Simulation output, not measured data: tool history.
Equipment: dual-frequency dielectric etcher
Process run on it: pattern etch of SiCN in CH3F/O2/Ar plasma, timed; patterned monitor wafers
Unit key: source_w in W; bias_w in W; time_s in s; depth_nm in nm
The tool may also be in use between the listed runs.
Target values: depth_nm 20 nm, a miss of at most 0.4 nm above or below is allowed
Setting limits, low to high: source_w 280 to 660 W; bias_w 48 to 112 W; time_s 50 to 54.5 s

run,day,source_w,bias_w,time_s,depth_nm
1,0,470,80,54.5,22.879
2,0.233,450,79,54.5,22.601
3,0.483,430,78,54.5,21.972
4,0.8,430,84,54.5,22.642
5,0.862,430,94,54.5,23.342
6,0.892,410,92,54.5,22.785
7,1.225,390,91,54.5,22.209
# day 1.521: bias power generator calibrated
8,1.521,370,90,54.5,21.244

Exactly one of the 4 candidate moves below puts every result within its allowed miss. Which one?
A,1.817,290,98,52.5,?
B,1.817,400,88,50,?
C,1.817,400,99,51,?
D,1.817,280,99,53,?

move,depth_nm
A,18.782
B,19.772
C,20.816
D,18.746
A: carries the result that was furthest off beyond its target, to the other side
B: each result inside its tolerance
C: gains on the last run, yet a result remains outside its allowed miss
D: carries the result that was furthest off beyond its target, to the other side
The move that meets every target is B.
